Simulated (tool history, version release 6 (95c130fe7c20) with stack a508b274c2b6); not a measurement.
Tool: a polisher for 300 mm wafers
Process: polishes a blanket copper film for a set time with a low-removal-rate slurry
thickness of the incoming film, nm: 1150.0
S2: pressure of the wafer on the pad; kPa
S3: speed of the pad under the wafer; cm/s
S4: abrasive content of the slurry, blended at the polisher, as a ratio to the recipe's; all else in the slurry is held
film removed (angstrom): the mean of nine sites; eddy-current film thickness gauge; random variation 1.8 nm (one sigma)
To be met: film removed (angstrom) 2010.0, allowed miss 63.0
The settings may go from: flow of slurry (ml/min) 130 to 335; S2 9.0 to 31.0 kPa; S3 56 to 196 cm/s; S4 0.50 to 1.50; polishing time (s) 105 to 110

Run 1, day 0.000: flow of slurry (ml/min) 215, S2 20.0 kPa, S3 126 cm/s, S4 1.00, polishing time (s) 105. Result: film removed (angstrom) 4051.9.
Run 2, day 0.200: flow of slurry (ml/min) 215, S2 20.0 kPa, S3 126 cm/s, S4 1.15, polishing time (s) 105. Result: film removed (angstrom) 4174.2.
Run 3, day 0.504: flow of slurry (ml/min) 215, S2 18.6 kPa, S3 124 cm/s, S4 1.15, polishing time (s) 105. Result: film removed (angstrom) 3857.8.
Run 4, day 0.567: flow of slurry (ml/min) 215, S2 17.2 kPa, S3 122 cm/s, S4 1.15, polishing time (s) 105. Result: film removed (angstrom) 3531.2.
Run 5, day 0.833: flow of slurry (ml/min) 215, S2 17.2 kPa, S3 122 cm/s, S4 1.30, polishing time (s) 105. Result: film removed (angstrom) 3639.9.
Run 6, day 1.075: flow of slurry (ml/min) 215, S2 13.8 kPa, S3 122 cm/s, S4 1.30, polishing time (s) 105. Result: film removed (angstrom) 2945.0.
Run 7, day 1.312: flow of slurry (ml/min) 215, S2 13.1 kPa, S3 120 cm/s, S4 1.30, polishing time (s) 105. Result: film removed (angstrom) 2752.7.
Run 8, day 1.683: flow of slurry (ml/min) 215, S2 12.4 kPa, S3 120 cm/s, S4 1.30, polishing time (s) 105. Result: film removed (angstrom) 2595.7.
Run 9, day 2.042: flow of slurry (ml/min) 215, S2 11.7 kPa, S3 120 cm/s, S4 1.30, polishing time (s) 105. Result: film removed (angstrom) 2510.3.
Run 10, day 2.167: flow of slurry (ml/min) 210, S2 10.3 kPa, S3 116 cm/s, S4 1.30, polishing time (s) 105. Result: film removed (angstrom) 2115.8.

5 next moves are on the table. One of them brings every result within its allowed miss. Which?
Run A, day 2.292: flow of slurry (ml/min) 200, S2 9.7 kPa, S3 138 cm/s, S4 1.40, polishing time (s) 106. Result: film removed (angstrom) ?.
Run B, day 2.292: flow of slurry (ml/min) 220, S2 11.7 kPa, S3 106 cm/s, S4 1.25, polishing time (s) 108. Result: film removed (angstrom) ?.
Run C, day 2.292: flow of slurry (ml/min) 210, S2 9.7 kPa, S3 112 cm/s, S4 1.35, polishing time (s) 107. Result: film removed (angstrom) ?.
Run D, day 2.292: flow of slurry (ml/min) 205, S2 11.7 kPa, S3 108 cm/s, S4 1.35, polishing time (s) 105. Result: film removed (angstrom) ?.
Run E, day 2.292: flow of slurry (ml/min) 205, S2 11.7 kPa, S3 98 cm/s, S4 1.30, polishing time (s) 109. Result: film removed (angstrom) ?.

move  film removed (angstrom)
   A                   2387.6
   B                   2299.8
   C                   2010.9
   D                   2291.5
   E                   2174.0
A: further off than the last run
B: further off than the last run
C: meets every target
D: further off than the last run
E: further off than the last run
Move C is the one to make.

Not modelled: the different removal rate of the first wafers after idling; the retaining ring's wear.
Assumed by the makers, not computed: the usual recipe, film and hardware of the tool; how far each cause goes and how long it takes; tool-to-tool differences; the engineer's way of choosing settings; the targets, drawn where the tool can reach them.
